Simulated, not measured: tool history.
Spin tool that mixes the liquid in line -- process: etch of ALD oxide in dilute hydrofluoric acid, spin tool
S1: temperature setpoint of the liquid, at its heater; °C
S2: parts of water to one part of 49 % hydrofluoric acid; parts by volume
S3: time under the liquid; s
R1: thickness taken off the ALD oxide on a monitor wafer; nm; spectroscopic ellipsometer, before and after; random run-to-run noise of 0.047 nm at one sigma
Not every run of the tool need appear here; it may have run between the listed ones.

Run 1, day 0.000: S1 25.0 °C, S2 220 parts by volume, S3 75 s. Result: R1 7.1973 nm.
Run 2, day 0.092: S1 24.0 °C, S2 220 parts by volume, S3 75 s. Result: R1 6.9823 nm.
Run 3, day 0.267: S1 24.0 °C, S2 220 parts by volume, S3 80 s. Result: R1 7.3193 nm.
Run 4, day 0.338: S1 24.0 °C, S2 220 parts by volume, S3 80 s. Result: R1 7.4049 nm.
Run 5, day 0.371: S1 23.0 °C, S2 220 parts by volume, S3 80 s. Result: R1 7.0731 nm.
At day 0.742: thermometer replaced.
Run 6, day 0.742: S1 23.0 °C, S2 245 parts by volume, S3 80 s. Result: R1 6.4840 nm.
Run 7, day 0.942: S1 22.5 °C, S2 245 parts by volume, S3 80 s. Result: R1 6.3237 nm.
Run 8, day 1.162: S1 22.0 °C, S2 245 parts by volume, S3 80 s. Result: R1 6.2110 nm.
Run 9, day 1.338: S1 21.5 °C, S2 245 parts by volume, S3 80 s. Result: R1 6.0540 nm.
Run 10, day 1.371: S1 21.0 °C, S2 245 parts by volume, S3 80 s. Result: R1 6.0040 nm.

Estimate the outcome of run 11 from the log above:
Run 11, day 1.517: S1 20.5 °C, S2 245 parts by volume, S3 80 s. Result: R1 ?.

{"run 11": {"R1": 5.8073}}
